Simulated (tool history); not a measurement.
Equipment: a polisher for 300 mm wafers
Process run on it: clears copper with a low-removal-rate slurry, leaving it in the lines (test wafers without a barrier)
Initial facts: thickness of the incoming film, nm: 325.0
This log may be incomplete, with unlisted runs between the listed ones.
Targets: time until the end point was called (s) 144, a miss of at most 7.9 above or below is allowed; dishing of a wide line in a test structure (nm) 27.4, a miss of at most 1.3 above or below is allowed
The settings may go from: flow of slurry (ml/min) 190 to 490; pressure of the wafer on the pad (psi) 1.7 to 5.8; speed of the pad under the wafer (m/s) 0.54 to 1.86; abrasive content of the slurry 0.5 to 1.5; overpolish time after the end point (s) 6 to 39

run  hour  flow of slurry (ml/min)  pressure of the wafer on the pad (psi)  speed of the pad under the wafer (m/s)  abrasive content of the slurry  overpolish time after the end point (s)  time until the end point was called (s)  dishing of a wide line in a test structure (nm)
  1     0                      315                                     3.7                                    1.18                               1                                       20                                   95.494                                           49.129
  2   2.8                      315                                     4.4                                    1.18                               1                                       20                                   80.586                                           56.912
  3   5.3                      315                                     4.4                                    1.34                               1                                       20                                   72.764                                           63.382
  4   9.2                      315                                     3.9                                    1.28                               1                                       19                                   84.743                                           53.052
  5  10.4                      315                                     3.5                                    1.24                               1                                       18                                   97.007                                           44.087
  6  14.9                      315                                     3.5                                    1.08                               1                                       18                                   107.85                                           39.313
  7  20.9                      315                                     3.2                                    1.08                               1                                       18                                   121.32                                            36.59
  8  25.1                      315                                     3.1                                    1.08                               1                                       17                                   125.61                                           33.293
  9  30.2                      315                                       3                                    1.08                               1                                       17                                   127.33                                           32.502
 10  33.8                      315                                     2.9                                    1.08                               1                                       17                                   131.79                                           31.455
 11  37.7                      315                                     2.8                                    1.08                               1                                       17                                    136.6                                           30.636

Of the 4 settings listed for the next run, only one would bring every result within its allowed miss of target. Which one?
  A  41.6                      260                                     3.2                                    1.12                            0.85                                       15                                        ?                                                ?
  B  41.6                      230                                     2.2                                     1.4                             1.2                                       16                                        ?                                                ?
  C  41.6                      330                                     3.1                                    1.08                            0.95                                       14                                        ?                                                ?
  D  41.6                      280                                     3.5                                    0.84                             0.9                                       16                                        ?                                                ?

move  time until the end point was called (s)  dishing of a wide line in a test structure (nm)
   A                                   124.86                                           30.768
   B                                   134.88                                           29.973
   C                                   128.44                                           28.126
   D                                   148.65                                           27.906
A: just as far off the targets as the last run
B: closes in on the targets versus the last run, not all within tolerance yet
C: corrects the largest miss of the last run, while another result sits out of spec
D: each result inside its tolerance
Move D is the one to make.
